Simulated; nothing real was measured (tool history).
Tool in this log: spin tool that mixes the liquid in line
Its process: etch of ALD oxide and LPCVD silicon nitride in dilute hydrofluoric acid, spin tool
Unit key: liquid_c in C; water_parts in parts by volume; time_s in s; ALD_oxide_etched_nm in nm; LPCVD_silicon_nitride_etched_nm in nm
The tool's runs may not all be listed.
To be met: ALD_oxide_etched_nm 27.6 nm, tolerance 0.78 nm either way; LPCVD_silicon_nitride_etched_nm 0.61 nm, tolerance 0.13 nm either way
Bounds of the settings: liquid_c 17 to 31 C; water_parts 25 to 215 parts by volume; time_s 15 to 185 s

run	hour	liquid_c	water_parts	time_s	ALD_oxide_etched_nm	LPCVD_silicon_nitride_etched_nm
1	0	23	120	95	17.319	0.38252
2	6.8	23	150	95	13.517	0.26873
3	14.8	24	140	95	15.17	0.32204
4	21.6	25	130	95	17.169	0.38333
5	25.7	25	130	130	23.918	0.49113
6	32.9	21.5	130	130	20.736	0.41148
7	33.7	23	130	130	21.985	0.4397
8	35.7	24	130	130	22.887	0.46341
9	37.6	25	130	130	23.39	0.48475
10	44.3	26	130	130	24.465	0.589
11	44.9	26	125	130	25.807	0.55316
12	49.6	26.5	125	130	26.485	0.58427

Exercise: of the 4 proposed moves below, exactly one satisfies all targets within the stated allowed misses. Which move is it?
A	54.3	29	125	115	?	?
B	54.3	23.5	135	180	?	?
C	54.3	24	160	185	?	?
D	54.3	25.5	125	140	?	?

move	ALD_oxide_etched_nm	LPCVD_silicon_nitride_etched_nm
A	25.534	0.61096
B	29.668	0.62346
C	25.489	0.55955
D	27.242	0.59571
A: further off than the last run
B: the result that was furthest off in the last run now lies on the other side of its target
C: further off than the last run
D: every result lands within tolerance
Move D is the one to make.

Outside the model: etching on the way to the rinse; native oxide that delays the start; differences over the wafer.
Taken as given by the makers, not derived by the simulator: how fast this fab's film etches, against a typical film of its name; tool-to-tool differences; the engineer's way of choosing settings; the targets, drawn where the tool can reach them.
